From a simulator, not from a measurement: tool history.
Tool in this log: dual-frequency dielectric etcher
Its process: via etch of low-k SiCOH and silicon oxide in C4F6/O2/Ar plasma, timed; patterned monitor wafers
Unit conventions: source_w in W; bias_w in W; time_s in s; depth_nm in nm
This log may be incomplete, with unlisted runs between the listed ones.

| run | hour | source_w | bias_w | time_s | depth_nm |
|---|---|---|---|---|---|
| 1 | 0 | 460 | 237 | 49.5 | 131.04 |
| 2 | 2.7 | 460 | 219 | 49.5 | 128.11 |
| 3 | 3.7 | 440 | 217 | 49.5 | 126.25 |
| 4 | 5.4 | 440 | 234 | 49.5 | 128.52 |
| 5 | 8.6 | 420 | 231 | 49.5 | 126.27 |
| 6 | 16.3 | 420 | 195 | 49.5 | 118.76 |

Predict the results of run 7:
| 7 | 18.1 | 420 | 195 | 49.5 | ? |

depth_nm: 118.54 nm
